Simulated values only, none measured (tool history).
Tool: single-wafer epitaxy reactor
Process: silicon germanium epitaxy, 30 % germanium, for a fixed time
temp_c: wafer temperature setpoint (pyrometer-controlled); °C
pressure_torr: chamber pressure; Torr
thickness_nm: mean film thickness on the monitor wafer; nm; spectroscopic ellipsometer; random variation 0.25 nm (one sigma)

run 1 day=0.000 | temp_c=580 pressure_torr=25.7 | thickness_nm=40.762
run 2 day=0.125 | temp_c=583 pressure_torr=25.8 | thickness_nm=42.841
run 3 day=0.283 | temp_c=585 pressure_torr=25.9 | thickness_nm=44.318
run 4 day=0.446 | temp_c=585 pressure_torr=22.7 | thickness_nm=42.986
run 5 day=0.521 | temp_c=585 pressure_torr=26.6 | thickness_nm=45.220
run 6 day=0.817 | temp_c=586 pressure_torr=26.7 | thickness_nm=45.686

Forecast run 7:
run 7 day=1.092 | temp_c=587 pressure_torr=26.8 | thickness_nm=?

Run 7 gave thickness_nm 46.764 nm.
